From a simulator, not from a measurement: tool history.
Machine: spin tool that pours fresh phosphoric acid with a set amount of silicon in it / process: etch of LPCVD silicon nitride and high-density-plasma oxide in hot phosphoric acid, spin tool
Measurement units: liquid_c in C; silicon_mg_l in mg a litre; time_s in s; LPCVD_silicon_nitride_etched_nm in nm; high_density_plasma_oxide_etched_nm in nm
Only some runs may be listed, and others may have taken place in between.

run	hour	liquid_c	silicon_mg_l	time_s	LPCVD_silicon_nitride_etched_nm	high_density_plasma_oxide_etched_nm
1	0.0	160.0	27.5	135	12.466	0.41530
2	3.7	161.0	33.0	145	13.957	0.38915
3	9.2	161.0	33.0	195	18.550	0.50659
4	13.1	161.0	17.5	195	18.732	0.83310
5	16.3	161.0	25.5	195	18.761	0.57733
6	17.0	161.0	31.5	195	18.624	0.59229
7	22.8	161.0	36.0	195	18.661	0.37833

Predict the results of run 8:
8	28.3	161.0	38.5	195	?	?

Run 8 came out at LPCVD_silicon_nitride_etched_nm 18.622 nm, high_density_plasma_oxide_etched_nm 0.38483 nm.

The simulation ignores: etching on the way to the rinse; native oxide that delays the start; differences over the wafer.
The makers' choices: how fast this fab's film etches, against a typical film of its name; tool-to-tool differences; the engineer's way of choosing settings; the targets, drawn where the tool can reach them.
